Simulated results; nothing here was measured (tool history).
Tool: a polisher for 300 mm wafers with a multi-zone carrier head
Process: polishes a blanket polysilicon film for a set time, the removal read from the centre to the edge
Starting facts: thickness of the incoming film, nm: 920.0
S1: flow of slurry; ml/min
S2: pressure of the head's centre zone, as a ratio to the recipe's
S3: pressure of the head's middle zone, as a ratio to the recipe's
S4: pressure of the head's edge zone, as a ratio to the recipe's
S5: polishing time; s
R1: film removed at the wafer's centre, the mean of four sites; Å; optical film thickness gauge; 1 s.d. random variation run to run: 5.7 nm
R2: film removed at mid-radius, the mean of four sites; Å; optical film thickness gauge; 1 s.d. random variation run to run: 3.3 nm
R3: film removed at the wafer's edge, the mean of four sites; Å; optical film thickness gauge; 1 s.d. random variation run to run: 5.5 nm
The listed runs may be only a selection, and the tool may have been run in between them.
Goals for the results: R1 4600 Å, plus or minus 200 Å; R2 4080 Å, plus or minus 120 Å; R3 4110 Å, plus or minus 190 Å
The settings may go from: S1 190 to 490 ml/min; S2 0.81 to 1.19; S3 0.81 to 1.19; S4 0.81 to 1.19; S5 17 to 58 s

| run | hour | S1 | S2 | S3 | S4 | S5 | R1 | R2 | R3 |
|---|---|---|---|---|---|---|---|---|---|
| 1 | 0 | 315 | 1 | 1 | 1 | 37 | 2874.9 | 2956.6 | 2923.2 |
| 2 | 8 | 385 | 1 | 1 | 1 | 37 | 2937.3 | 3030.5 | 2880.1 |
| 3 | 14.8 | 445 | 1 | 1 | 1 | 37 | 2957.2 | 3007 | 2909.2 |
| 4 | 19.9 | 445 | 0.95 | 1 | 1 | 37 | 2882 | 3060.1 | 2904.6 |
| 5 | 23.2 | 445 | 0.95 | 1 | 1 | 46 | 3543.2 | 3823.1 | 3617.1 |
| 6 | 29 | 445 | 0.95 | 1 | 1.04 | 46 | 3549.6 | 3777.4 | 3699 |
| 7 | 36.2 | 450 | 1 | 1 | 1.05 | 47 | 3836.3 | 3911.8 | 3826.1 |
| 8 | 43.9 | 450 | 1.03 | 1 | 1.06 | 47 | 3942.2 | 3848 | 3795.3 |
| 9 | 47.7 | 450 | 1.05 | 1 | 1.07 | 48 | 4049.5 | 3997.3 | 4000.1 |
| 10 | 54 | 455 | 1.08 | 1 | 1.06 | 48 | 4142.4 | 3954.9 | 3898 |
| 11 | 62.6 | 455 | 1.1 | 1 | 1.07 | 48 | 4269.8 | 3938.1 | 4006.1 |

Consider the 5 candidate settings below. Which is the only one whose results all fall within their allowed miss of target?
| A | 71.2 | 440 | 1.13 | 0.99 | 1.07 | 50 | ? | ? | ? |
| B | 71.2 | 475 | 0.98 | 1.08 | 1.07 | 47 | ? | ? | ? |
| C | 71.2 | 465 | 1.02 | 1.07 | 1.14 | 48 | ? | ? | ? |
| D | 71.2 | 430 | 1.13 | 0.87 | 1.16 | 49 | ? | ? | ? |
| E | 71.2 | 485 | 1.14 | 1.06 | 0.92 | 48 | ? | ? | ? |

| move | R1 | R2 | R3 |
|---|---|---|---|
| A | 4553.8 | 4108.1 | 4120.5 |
| B | 3739.1 | 4182.1 | 3884.1 |
| C | 3967.2 | 4230.2 | 4092.4 |
| D | 4451 | 3608.3 | 4209 |
| E | 4443.4 | 4206.5 | 3693.4 |
A: hits every target within its allowed miss
B: lands further from the targets than the last run did
C: lands further from the targets than the last run did
D: corrects the largest miss of the last run, while another result sits out of spec
E: corrects the largest miss of the last run, while another result sits out of spec
The right move is A.

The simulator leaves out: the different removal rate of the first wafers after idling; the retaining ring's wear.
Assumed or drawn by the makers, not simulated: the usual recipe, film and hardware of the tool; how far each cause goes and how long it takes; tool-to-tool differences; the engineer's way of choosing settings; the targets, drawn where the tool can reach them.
